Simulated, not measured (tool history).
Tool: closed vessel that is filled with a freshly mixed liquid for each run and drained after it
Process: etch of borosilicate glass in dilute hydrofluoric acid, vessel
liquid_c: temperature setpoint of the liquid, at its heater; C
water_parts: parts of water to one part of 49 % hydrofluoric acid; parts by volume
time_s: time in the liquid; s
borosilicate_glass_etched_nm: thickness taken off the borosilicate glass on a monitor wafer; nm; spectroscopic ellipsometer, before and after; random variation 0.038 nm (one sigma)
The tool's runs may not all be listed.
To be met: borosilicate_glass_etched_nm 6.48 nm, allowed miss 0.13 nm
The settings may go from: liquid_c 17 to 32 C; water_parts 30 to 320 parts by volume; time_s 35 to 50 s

Run 1, hour 0: liquid_c 24 C, water_parts 175 parts by volume, time_s 50 s. Result: borosilicate_glass_etched_nm 5.0081 nm.
Run 2, hour 7.2: liquid_c 22 C, water_parts 175 parts by volume, time_s 50 s. Result: borosilicate_glass_etched_nm 4.6572 nm.
Run 3, hour 10.7: liquid_c 22 C, water_parts 200 parts by volume, time_s 50 s. Result: borosilicate_glass_etched_nm 3.9724 nm.
Run 4, hour 15.2: liquid_c 23.5 C, water_parts 195 parts by volume, time_s 50 s. Result: borosilicate_glass_etched_nm 4.3466 nm.
Run 5, hour 18.5: liquid_c 25 C, water_parts 195 parts by volume, time_s 50 s. Result: borosilicate_glass_etched_nm 4.5776 nm.
Run 6, hour 25.5: liquid_c 26 C, water_parts 195 parts by volume, time_s 50 s. Result: borosilicate_glass_etched_nm 4.77 nm.
Run 7, hour 29.9: liquid_c 30 C, water_parts 180 parts by volume, time_s 50 s. Result: borosilicate_glass_etched_nm 6.0505 nm.
Run 8, hour 34.3: liquid_c 30.5 C, water_parts 180 parts by volume, time_s 50 s. Result: borosilicate_glass_etched_nm 6.144 nm.

4 next moves are on the table. One of them brings every result within its allowed miss. Which?
Run A, hour 38.7: liquid_c 32 C, water_parts 180 parts by volume, time_s 50 s. Result: borosilicate_glass_etched_nm ?.
Run B, hour 38.7: liquid_c 29.5 C, water_parts 160 parts by volume, time_s 50 s. Result: borosilicate_glass_etched_nm ?.
Run C, hour 38.7: liquid_c 32 C, water_parts 130 parts by volume, time_s 35 s. Result: borosilicate_glass_etched_nm ?.
Run D, hour 38.7: liquid_c 30 C, water_parts 180 parts by volume, time_s 50 s. Result: borosilicate_glass_etched_nm ?.

move  borosilicate_glass_etched_nm
   A                        6.4709
   B                        6.8435
   C                        6.7133
   D                        6.0369
A: meets every target
B: takes the result that was furthest off past its target
C: takes the result that was furthest off past its target
D: further off than the last run
Answer: A
